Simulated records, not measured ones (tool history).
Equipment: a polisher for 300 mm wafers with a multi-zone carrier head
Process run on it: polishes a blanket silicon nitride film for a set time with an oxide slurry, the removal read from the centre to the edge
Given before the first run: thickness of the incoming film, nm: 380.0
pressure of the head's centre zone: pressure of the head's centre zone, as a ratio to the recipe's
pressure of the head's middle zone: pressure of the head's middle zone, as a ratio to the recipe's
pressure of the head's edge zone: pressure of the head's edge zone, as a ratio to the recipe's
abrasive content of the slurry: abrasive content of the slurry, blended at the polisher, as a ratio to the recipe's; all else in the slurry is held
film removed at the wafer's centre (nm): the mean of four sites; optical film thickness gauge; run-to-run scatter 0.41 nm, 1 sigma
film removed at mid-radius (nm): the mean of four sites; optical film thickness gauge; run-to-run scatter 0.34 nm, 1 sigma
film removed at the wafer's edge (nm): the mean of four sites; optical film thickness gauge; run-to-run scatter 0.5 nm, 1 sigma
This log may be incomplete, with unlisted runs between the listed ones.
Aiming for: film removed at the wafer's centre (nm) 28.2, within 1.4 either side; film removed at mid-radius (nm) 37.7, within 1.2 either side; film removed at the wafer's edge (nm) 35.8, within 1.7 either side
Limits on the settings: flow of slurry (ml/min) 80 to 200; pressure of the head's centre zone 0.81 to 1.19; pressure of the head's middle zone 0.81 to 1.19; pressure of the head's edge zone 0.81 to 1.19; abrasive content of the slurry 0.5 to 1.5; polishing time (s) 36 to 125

| run | hour | flow of slurry (ml/min) | pressure of the head's centre zone | pressure of the head's middle zone | pressure of the head's edge zone | abrasive content of the slurry | polishing time (s) | film removed at the wafer's centre (nm) | film removed at mid-radius (nm) | film removed at the wafer's edge (nm) |
|---|---|---|---|---|---|---|---|---|---|---|
| 1 | 0 | 130 | 1 | 1 | 1 | 1 | 80 | 95.257 | 97.852 | 94.145 |
| 2 | 3 | 120 | 0.96 | 0.98 | 0.96 | 0.9 | 71 | 73.066 | 76.278 | 74.31 |
| 3 | 7.7 | 120 | 0.93 | 0.98 | 0.96 | 0.9 | 71 | 70.318 | 76.113 | 77.179 |
| 4 | 12 | 135 | 0.93 | 0.98 | 0.96 | 0.9 | 71 | 73.522 | 79.467 | 77.27 |
| 5 | 14.7 | 125 | 0.9 | 1 | 0.94 | 0.8 | 64 | 58.001 | 64.94 | 62.685 |
| 6 | 19.9 | 115 | 0.88 | 1.02 | 0.95 | 0.75 | 60 | 48.222 | 57.369 | 53.482 |
| 7 | 20.8 | 80 | 0.81 | 1 | 1.05 | 0.5 | 48 | 19.955 | 25.497 | 26.572 |
| 8 | 27.5 | 95 | 0.81 | 1.01 | 1.06 | 0.5 | 48 | 21.073 | 26.481 | 27.018 |
| 9 | 34.7 | 95 | 0.81 | 1.02 | 1.04 | 0.55 | 48 | 24.111 | 31.166 | 31.643 |
| 10 | 40.5 | 105 | 0.81 | 1.03 | 1.05 | 0.55 | 48 | 25.253 | 32.147 | 31.314 |
| 11 | 42.6 | 105 | 0.81 | 1.04 | 1.04 | 0.55 | 48 | 24.415 | 32.541 | 31.388 |
| 12 | 50.5 | 110 | 0.81 | 1.04 | 1.04 | 0.55 | 48 | 24.498 | 32.334 | 31.875 |
| 13 | 52.5 | 120 | 0.81 | 1.05 | 1.04 | 0.55 | 48 | 25.448 | 33.11 | 32.591 |
| 14 | 59.3 | 125 | 0.81 | 1.06 | 1.04 | 0.55 | 48 | 25.942 | 34.084 | 32.004 |
| 15 | 61.5 | 140 | 0.81 | 1.08 | 1.14 | 0.7 | 48 | 34.785 | 45.91 | 45.536 |
| 16 | 69.9 | 130 | 0.81 | 1.08 | 1.11 | 0.7 | 48 | 34.841 | 46.47 | 44.623 |
| 17 | 73 | 120 | 0.81 | 1.07 | 1.09 | 0.7 | 48 | 34.438 | 45.354 | 44.711 |
| 18 | 73.7 | 120 | 0.81 | 1.1 | 1.04 | 0.5 | 37 | 17.079 | 22.95 | 21.389 |
| 19 | 79.1 | 135 | 0.81 | 1.11 | 1.07 | 0.5 | 37 | 17.399 | 24 | 21.913 |
| 20 | 85 | 145 | 0.81 | 1.11 | 1.09 | 0.55 | 37 | 20.15 | 27.847 | 26.346 |
| 21 | 88.7 | 155 | 0.82 | 1.12 | 1.1 | 0.55 | 37 | 21.176 | 28.132 | 25.796 |
| 22 | 92.8 | 160 | 0.82 | 1.12 | 1.12 | 0.6 | 37 | 23.522 | 32.063 | 29.182 |

Pick the move, out of 4, that brings all results within their allowed miss; only one does.
| A | 96.9 | 80 | 0.81 | 0.81 | 1.19 | 0.6 | 50 | ? | ? | ? |
| B | 96.9 | 160 | 0.96 | 0.99 | 1.19 | 0.5 | 41 | ? | ? | ? |
| C | 96.9 | 170 | 0.81 | 1.06 | 0.96 | 0.5 | 42 | ? | ? | ? |
| D | 96.9 | 130 | 0.84 | 1.13 | 1.17 | 0.6 | 45 | ? | ? | ? |

| move | film removed at the wafer's centre (nm) | film removed at mid-radius (nm) | film removed at the wafer's edge (nm) |
|---|---|---|---|
| A | 26.686 | 28.964 | 38.004 |
| B | 23.009 | 24.344 | 25.987 |
| C | 20.07 | 26.691 | 24.27 |
| D | 27.745 | 37.748 | 35.963 |
A: lands further from the targets than the last run did
B: lands further from the targets than the last run did
C: lands further from the targets than the last run did
D: every result lands within tolerance
D is the move that brings every result within its allowed miss.
